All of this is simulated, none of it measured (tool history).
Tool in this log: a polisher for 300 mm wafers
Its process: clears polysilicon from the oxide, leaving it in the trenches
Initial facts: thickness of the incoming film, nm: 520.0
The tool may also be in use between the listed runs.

| run | hour | flow of slurry (ml/min) | pressure of the wafer on the pad (psi) | speed of the pad under the wafer (m/s) | overpolish time after the end point (s) | time until the end point was called (s) | dishing of a wide line in a test structure (angstrom) |
|---|---|---|---|---|---|---|---|
| 1 | 0.0 | 165 | 2.4 | 0.80 | 26 | 67.432 | 434.26 |
| 2 | 1.2 | 165 | 2.3 | 0.80 | 24 | 67.740 | 409.46 |
| 3 | 2.3 | 165 | 2.2 | 0.78 | 26 | 72.891 | 420.09 |
| 4 | 4.0 | 165 | 2.2 | 0.92 | 26 | 61.494 | 422.78 |
| 5 | 12.3 | 165 | 2.2 | 0.92 | 17 | 61.645 | 399.30 |
| 6 | 18.0 | 165 | 2.1 | 0.90 | 19 | 64.860 | 425.27 |
| 7 | 21.0 | 165 | 2.1 | 0.90 | 19 | 66.173 | 416.57 |
|  | 27.3 | worn pad replaced by a new one |
| 8 | 27.3 | 165 | 2.0 | 0.88 | 18 | 64.652 | 412.65 |
| 9 | 30.8 | 160 | 1.9 | 0.82 | 18 | 73.168 | 403.33 |
| 10 | 31.9 | 160 | 1.8 | 0.80 | 19 | 78.456 | 396.08 |
| 11 | 37.6 | 160 | 1.7 | 0.78 | 22 | 85.603 | 387.69 |
| 12 | 42.5 | 165 | 1.7 | 0.76 | 25 | 86.705 | 393.66 |
| 13 | 44.9 | 165 | 1.7 | 0.74 | 28 | 91.863 | 398.18 |
| 14 | 52.4 | 165 | 1.7 | 0.74 | 30 | 89.929 | 405.43 |
| 15 | 54.9 | 165 | 1.6 | 0.74 | 31 | 94.864 | 405.56 |
| 16 | 63.1 | 165 | 1.6 | 0.74 | 32 | 92.486 | 423.97 |
| 17 | 64.2 | 165 | 1.5 | 0.74 | 32 | 102.350 | 428.73 |
| 18 | 72.9 | 165 | 1.5 | 0.74 | 31 | 101.480 | 385.70 |

Run 19, settings as shown, results not yet in. Your forecast:
| 19 | 75.1 | 165 | 1.5 | 0.74 | 32 | ? | ? |

{"run 19": {"time until the end point was called (s)": 100.87, "dishing of a wide line in a test structure (angstrom)": 403.65}}
